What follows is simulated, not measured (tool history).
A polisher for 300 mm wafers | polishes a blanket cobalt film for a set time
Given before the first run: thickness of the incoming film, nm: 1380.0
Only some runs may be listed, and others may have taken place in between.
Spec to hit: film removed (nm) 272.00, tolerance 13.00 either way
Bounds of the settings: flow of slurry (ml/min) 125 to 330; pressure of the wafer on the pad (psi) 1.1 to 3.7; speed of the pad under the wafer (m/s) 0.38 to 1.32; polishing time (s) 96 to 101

run    day  flow of slurry (ml/min)  pressure of the wafer on the pad (psi)  speed of the pad under the wafer (m/s)  polishing time (s)  film removed (nm)
  1  0.000                      210                                     2.4                                    0.84                  96             496.80
  2  0.333                      165                                     2.4                                    0.84                  96             480.77
  3  0.679                      165                                     2.2                                    0.84                  96             454.18
  4  0.775                      165                                     2.2                                    0.92                  96             475.73
  5  1.092                      190                                     2.2                                    0.92                  96             488.64
  6  1.421                      190                                     2.0                                    0.90                  96             451.04
  7  1.658                      190                                     1.9                                    0.86                  96             428.26
  8  1.888                      185                                     1.8                                    0.82                  96             381.23
  9  2.038                      185                                     1.7                                    0.80                  96             366.84
 10  2.388                      185                                     1.6                                    0.78                  96             341.24
 11  2.638                      185                                     1.5                                    0.78                  96             313.91
 12  2.771                      180                                     1.3                                    0.78                  96             292.52

Exactly one of the 4 candidate moves below puts every result within its allowed miss. Which one?
  A  2.904                      200                                     1.5                                    0.72                 101                  ?
  B  2.904                      125                                     1.4                                    0.84                  96                  ?
  C  2.904                      185                                     1.1                                    0.86                 101                  ?
  D  2.904                      140                                     1.3                                    0.72                 101                  ?

move  film removed (nm)
   A             322.38
   B             309.86
   C             301.71
   D             276.52
A: the biggest miss grows against the last run
B: the biggest miss grows against the last run
C: the biggest miss grows against the last run
D: hits every target within its allowed miss
D is the move that brings every result within its allowed miss.

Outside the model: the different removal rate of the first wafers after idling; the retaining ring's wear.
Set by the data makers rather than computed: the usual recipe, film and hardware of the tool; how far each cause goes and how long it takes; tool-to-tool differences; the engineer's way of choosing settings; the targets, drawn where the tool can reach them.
